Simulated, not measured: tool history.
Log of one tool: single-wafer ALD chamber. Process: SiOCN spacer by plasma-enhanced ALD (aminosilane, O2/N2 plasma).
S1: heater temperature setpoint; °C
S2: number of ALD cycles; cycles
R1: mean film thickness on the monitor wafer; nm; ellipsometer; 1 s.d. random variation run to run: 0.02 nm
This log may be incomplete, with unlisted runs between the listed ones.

Run 1, hour 0: S1 420 °C, S2 93 cycles. Result: R1 5.1214 nm.
Run 2, hour 8.8: S1 431 °C, S2 93 cycles. Result: R1 4.9913 nm.
Run 3, hour 15.4: S1 429 °C, S2 98 cycles. Result: R1 5.27 nm.
Run 4, hour 20.3: S1 421 °C, S2 98 cycles. Result: R1 5.365 nm.
At hour 26.6: thermocouple changed; heater temperature recalibrated.
Run 5, hour 26.6: S1 421 °C, S2 92 cycles. Result: R1 5.047 nm.
Run 6, hour 28: S1 413 °C, S2 92 cycles. Result: R1 5.1647 nm.
Run 7, hour 30: S1 412 °C, S2 96 cycles. Result: R1 5.3913 nm.
Run 8, hour 38.4: S1 411 °C, S2 99 cycles. Result: R1 5.5783 nm.

Run 9 has not been measured yet. What should we expect?
Run 9, hour 43.7: S1 410 °C, S2 101 cycles. Result: R1 ?.

R1: 5.7208 nm

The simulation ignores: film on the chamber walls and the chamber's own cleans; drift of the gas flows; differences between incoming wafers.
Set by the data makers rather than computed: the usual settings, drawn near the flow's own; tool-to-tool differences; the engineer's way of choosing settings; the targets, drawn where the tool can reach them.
